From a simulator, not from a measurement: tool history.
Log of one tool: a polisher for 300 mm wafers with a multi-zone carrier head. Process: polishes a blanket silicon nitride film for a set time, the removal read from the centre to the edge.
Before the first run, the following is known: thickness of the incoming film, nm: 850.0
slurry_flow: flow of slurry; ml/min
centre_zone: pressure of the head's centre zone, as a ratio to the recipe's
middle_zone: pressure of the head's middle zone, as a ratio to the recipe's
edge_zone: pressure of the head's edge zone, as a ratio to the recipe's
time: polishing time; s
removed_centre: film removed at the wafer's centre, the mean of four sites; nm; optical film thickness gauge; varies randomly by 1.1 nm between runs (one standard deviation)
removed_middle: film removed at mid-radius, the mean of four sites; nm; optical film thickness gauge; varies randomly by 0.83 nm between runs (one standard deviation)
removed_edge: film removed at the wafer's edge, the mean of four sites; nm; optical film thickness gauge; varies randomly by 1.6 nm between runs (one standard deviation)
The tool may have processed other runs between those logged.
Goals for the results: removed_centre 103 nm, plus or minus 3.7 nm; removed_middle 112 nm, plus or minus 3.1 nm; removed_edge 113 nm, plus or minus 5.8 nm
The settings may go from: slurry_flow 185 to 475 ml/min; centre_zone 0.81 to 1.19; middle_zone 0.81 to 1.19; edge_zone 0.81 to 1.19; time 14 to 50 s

run	day	slurry_flow	centre_zone	middle_zone	edge_zone	time	removed_centre	removed_middle	removed_edge
1	0	305	1	1	1	32	89.709	84.714	89.572
2	0.092	310	0.99	1.05	1.05	34	94.999	92.498	97.612
3	0.45	315	0.98	1.09	1.07	35	95.249	98.882	97.751
4	0.733	255	0.98	1.09	1.07	35	94.357	97.228	97.664
5	1.092	255	1.03	1.09	1.07	35	99.182	96.937	98.052
6	1.283	260	1.01	1.1	1.1	36	101.34	101.1	102.01
7	1.583	260	1.01	1.1	1.1	36	101.01	101.14	103.16
8	1.892	265	1	1.12	1.13	37	101.56	105.05	107.29
9	2.046	270	1	1.13	1.14	37	101.12	106.4	106.55
10	2.396	270	1	1.13	1.15	37	103.05	106.27	107.44
11	2.617	270	0.99	1.14	1.16	37	102.43	106.18	109.3
12	2.667	275	0.98	1.15	1.17	37	100.89	108.66	108.54
13	2.85	275	0.98	1.15	1.18	37	100.91	107.28	110.62
14	3.2	280	0.98	1.16	1.18	37	100.18	108.01	109.6

Consider the 5 candidate settings below. Which is the only one whose results all fall within their allowed miss of target?
A	3.55	225	1.01	1.1	1.19	38	?	?	?
B	3.55	275	1.01	1.11	1.19	36	?	?	?
C	3.55	185	1.1	1.15	1.19	37	?	?	?
D	3.55	290	1.04	1.03	1.19	36	?	?	?
E	3.55	350	0.96	1.15	1.17	38	?	?	?

move	removed_centre	removed_middle	removed_edge
A	103.14	105.5	111.83
B	100.07	102.84	107.68
C	106.52	103.66	106.84
D	103.6	97.645	108.2
E	102.79	114.01	114.48
A: lands further from the targets than the last run did
B: lands further from the targets than the last run did
C: lands further from the targets than the last run did
D: lands further from the targets than the last run did
E: all results in spec
The move that meets every target is E.
